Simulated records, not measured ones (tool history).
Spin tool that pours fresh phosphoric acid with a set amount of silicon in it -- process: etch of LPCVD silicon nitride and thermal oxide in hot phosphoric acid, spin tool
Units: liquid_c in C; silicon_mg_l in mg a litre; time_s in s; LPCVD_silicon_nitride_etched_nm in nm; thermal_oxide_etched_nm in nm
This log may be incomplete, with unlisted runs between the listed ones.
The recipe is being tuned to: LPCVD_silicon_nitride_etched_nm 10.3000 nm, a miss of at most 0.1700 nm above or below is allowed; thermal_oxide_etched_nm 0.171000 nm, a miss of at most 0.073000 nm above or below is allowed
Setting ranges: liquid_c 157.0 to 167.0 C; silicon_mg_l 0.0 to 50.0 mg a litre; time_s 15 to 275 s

run  hour  liquid_c  silicon_mg_l  time_s  LPCVD_silicon_nitride_etched_nm  thermal_oxide_etched_nm
  1   0.0     162.0          27.5     140                          12.0200                 0.228100
  2   4.9     161.5          27.5     140                          11.7560                 0.201170
  3   7.0     161.0          26.0     140                          11.6070                 0.182340
  4  14.8     161.0          26.0      80                           6.6152                 0.151100
  5  17.5     161.0          37.0      80                           6.5903                 0.096425
  6  25.5     161.0          42.5      80                           6.5842                 0.065372
  7  28.7     162.0          42.0      85                           7.2283                 0.061789
  8  34.6     163.0          38.0      85                           7.4835                 0.092367
  9  40.3     163.5          37.0      90                           8.0885                 0.105350
 10  45.1     164.0          36.5      90                           8.2180                 0.099415
 11  52.9     164.5          35.0      90                           8.3528                 0.134570
 12  59.5     167.0          44.0     115                          11.6170                 0.104460
 13  61.5     166.5          41.5     115                          11.4210                 0.141920
 14  65.7     166.0          40.0     115                          11.2870                 0.132390
 15  70.9     165.5          38.5     115                          11.0460                 0.128570
 16  76.2     165.0          37.0     115                          10.8910                 0.168570

Which of these 5 next moves meets every target?
  A  81.5     167.0          39.5     115                                ?                        ?
  B  81.5     163.5          32.5     115                                ?                        ?
  C  81.5     164.0          48.0     110                                ?                        ?
  D  81.5     165.0          33.5     105                                ?                        ?
  E  81.5     163.5          37.5     125                                ?                        ?

move  LPCVD_silicon_nitride_etched_nm  thermal_oxide_etched_nm
   A                          11.5920                 0.182780
   B                          10.3350                 0.205980
   C                          10.0500                 0.094901
   D                           9.9143                 0.200410
   E                          11.2340                 0.174140
A: further off than the last run
B: every result lands within tolerance
C: carries the result that was furthest off beyond its target, to the other side
D: carries the result that was furthest off beyond its target, to the other side
E: further off than the last run
Move B is the one to make.
